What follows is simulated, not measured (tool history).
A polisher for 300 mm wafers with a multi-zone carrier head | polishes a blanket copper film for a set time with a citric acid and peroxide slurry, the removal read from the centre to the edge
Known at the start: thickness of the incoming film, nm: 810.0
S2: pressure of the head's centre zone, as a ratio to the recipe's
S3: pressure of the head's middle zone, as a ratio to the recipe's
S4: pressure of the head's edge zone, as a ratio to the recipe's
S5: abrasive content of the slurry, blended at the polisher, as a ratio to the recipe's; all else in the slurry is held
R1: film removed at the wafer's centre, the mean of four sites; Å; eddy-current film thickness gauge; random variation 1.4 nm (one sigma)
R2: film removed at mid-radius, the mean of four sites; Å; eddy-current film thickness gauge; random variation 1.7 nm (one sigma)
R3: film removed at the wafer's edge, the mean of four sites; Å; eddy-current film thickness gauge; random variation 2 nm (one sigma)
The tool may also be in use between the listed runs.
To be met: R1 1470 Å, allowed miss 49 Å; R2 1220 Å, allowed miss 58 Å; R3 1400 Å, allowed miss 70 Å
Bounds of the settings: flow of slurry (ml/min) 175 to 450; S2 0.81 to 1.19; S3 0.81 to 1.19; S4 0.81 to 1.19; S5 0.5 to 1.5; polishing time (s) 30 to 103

run 1 day=0 | flow_of_slurry_(ml/min)=290 S2=1 S3=1 S4=1 S5=1 polishing_time_(s)=66 | R1=1983.5 R2=1984 R3=1920.6
run 2 day=0.112 | flow_of_slurry_(ml/min)=290 S2=1 S3=1 S4=0.95 S5=1 polishing_time_(s)=66 | R1=1976.6 R2=1973.3 R3=1898.4
run 3 day=0.454 | flow_of_slurry_(ml/min)=290 S2=1 S3=1 S4=0.95 S5=1.1 polishing_time_(s)=66 | R1=1987.3 R2=1941.9 R3=1932.9
run 4 day=0.508 | flow_of_slurry_(ml/min)=290 S2=1 S3=0.98 S4=0.94 S5=1.1 polishing_time_(s)=63 | R1=1943.5 R2=1890.7 R3=1891.8
run 5 day=0.638 | flow_of_slurry_(ml/min)=290 S2=1 S3=0.98 S4=0.94 S5=1.05 polishing_time_(s)=63 | R1=1923.4 R2=1852.4 R3=1837.3
run 6 day=0.808 | flow_of_slurry_(ml/min)=290 S2=0.96 S3=0.98 S4=0.94 S5=1.05 polishing_time_(s)=63 | R1=1853.2 R2=1821.1 R3=1766.9
run 7 day=0.867 | flow_of_slurry_(ml/min)=285 S2=0.96 S3=0.96 S4=0.95 S5=1.05 polishing_time_(s)=60 | R1=1793.3 R2=1744.2 R3=1700.4
run 8 day=1.212 | flow_of_slurry_(ml/min)=285 S2=0.96 S3=0.94 S4=0.96 S5=1.1 polishing_time_(s)=57 | R1=1696.3 R2=1599.8 R3=1686.2
run 9 day=1.404 | flow_of_slurry_(ml/min)=285 S2=0.96 S3=0.92 S4=0.95 S5=1.1 polishing_time_(s)=56 | R1=1686.1 R2=1536.4 R3=1706.4
run 10 day=1.717 | flow_of_slurry_(ml/min)=285 S2=1.02 S3=0.89 S4=0.91 S5=0.85 polishing_time_(s)=48 | R1=1416.8 R2=1222.2 R3=1279.4
run 11 day=1.762 | flow_of_slurry_(ml/min)=285 S2=1.02 S3=0.89 S4=0.92 S5=0.85 polishing_time_(s)=48 | R1=1397.3 R2=1256.9 R3=1300.9
run 12 day=1.958 | flow_of_slurry_(ml/min)=285 S2=1.03 S3=0.88 S4=0.93 S5=0.85 polishing_time_(s)=48 | R1=1375.8 R2=1244.9 R3=1296.2

5 next moves are on the table. One of them brings every result within its allowed miss. Which?
run A day=2.154 | flow_of_slurry_(ml/min)=295 S2=0.98 S3=1.14 S4=1.16 S5=0.7 polishing_time_(s)=47 | R1=? R2=? R3=?
run B day=2.154 | flow_of_slurry_(ml/min)=255 S2=0.93 S3=0.91 S4=1.09 S5=0.95 polishing_time_(s)=46 | R1=? R2=? R3=?
run C day=2.154 | flow_of_slurry_(ml/min)=340 S2=1.05 S3=0.97 S4=0.88 S5=0.5 polishing_time_(s)=49 | R1=? R2=? R3=?
run D day=2.154 | flow_of_slurry_(ml/min)=280 S2=1.05 S3=0.84 S4=1 S5=0.5 polishing_time_(s)=58 | R1=? R2=? R3=?
run E day=2.154 | flow_of_slurry_(ml/min)=315 S2=0.99 S3=0.88 S4=0.83 S5=0.85 polishing_time_(s)=46 | R1=? R2=? R3=?

move=A R1=1269.1 R2=1401.8 R3=1356.6
move=B R1=1281.4 R2=1234 R3=1382.8
move=C R1=1273.4 R2=1189.5 R3=1138.8
move=D R1=1476.8 R2=1242.7 R3=1413.9
move=E R1=1323 R2=1194.1 R3=1200.5
A: further off than the last run
B: further off than the last run
C: further off than the last run
D: meets every target
E: further off than the last run
Move D is the one to make.

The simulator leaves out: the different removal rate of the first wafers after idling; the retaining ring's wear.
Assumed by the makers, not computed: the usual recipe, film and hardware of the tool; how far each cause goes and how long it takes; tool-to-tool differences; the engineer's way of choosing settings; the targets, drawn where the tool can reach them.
